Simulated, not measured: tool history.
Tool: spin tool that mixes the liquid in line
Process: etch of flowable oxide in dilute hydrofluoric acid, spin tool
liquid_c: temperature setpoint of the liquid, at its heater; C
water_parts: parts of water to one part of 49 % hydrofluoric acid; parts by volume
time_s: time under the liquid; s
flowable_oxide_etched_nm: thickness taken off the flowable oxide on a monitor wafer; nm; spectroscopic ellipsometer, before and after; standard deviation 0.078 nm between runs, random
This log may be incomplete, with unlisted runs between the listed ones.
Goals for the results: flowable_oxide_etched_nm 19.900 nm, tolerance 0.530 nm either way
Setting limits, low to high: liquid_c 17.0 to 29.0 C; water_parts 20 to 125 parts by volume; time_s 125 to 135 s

Run 1, day 0.000: liquid_c 21.0 C, water_parts 70 parts by volume, time_s 125 s. Result: flowable_oxide_etched_nm 30.638 nm.
Run 2, day 0.125: liquid_c 21.0 C, water_parts 70 parts by volume, time_s 135 s. Result: flowable_oxide_etched_nm 32.871 nm.
Run 3, day 0.204: liquid_c 20.5 C, water_parts 75 parts by volume, time_s 135 s. Result: flowable_oxide_etched_nm 30.038 nm.
Run 4, day 0.554: liquid_c 20.5 C, water_parts 75 parts by volume, time_s 125 s. Result: flowable_oxide_etched_nm 27.979 nm.
Run 5, day 0.646: liquid_c 20.5 C, water_parts 75 parts by volume, time_s 125 s. Result: flowable_oxide_etched_nm 27.783 nm.
Run 6, day 0.850: liquid_c 20.5 C, water_parts 75 parts by volume, time_s 125 s. Result: flowable_oxide_etched_nm 27.878 nm.
At day 0.908: thermometer replaced.
Run 7, day 0.908: liquid_c 20.0 C, water_parts 75 parts by volume, time_s 125 s. Result: flowable_oxide_etched_nm 29.361 nm.
Run 8, day 1.167: liquid_c 21.0 C, water_parts 75 parts by volume, time_s 125 s. Result: flowable_oxide_etched_nm 30.381 nm.
Run 9, day 1.458: liquid_c 20.5 C, water_parts 75 parts by volume, time_s 125 s. Result: flowable_oxide_etched_nm 29.893 nm.

Which of these 4 next moves meets every target?
Run A, day 1.750: liquid_c 22.0 C, water_parts 110 parts by volume, time_s 125 s. Result: flowable_oxide_etched_nm ?.
Run B, day 1.750: liquid_c 17.0 C, water_parts 95 parts by volume, time_s 125 s. Result: flowable_oxide_etched_nm ?.
Run C, day 1.750: liquid_c 22.0 C, water_parts 120 parts by volume, time_s 125 s. Result: flowable_oxide_etched_nm ?.
Run D, day 1.750: liquid_c 18.5 C, water_parts 95 parts by volume, time_s 125 s. Result: flowable_oxide_etched_nm ?.

move  flowable_oxide_etched_nm
   A                    20.852
   B                    19.977
   C                    18.896
   D                    21.277
A: an improvement on the last run, though not all results are within tolerance
B: all results in spec
C: carries the result that was furthest off beyond its target, to the other side
D: an improvement on the last run, though not all results are within tolerance
So the answer is move B, the one that meets all the targets.
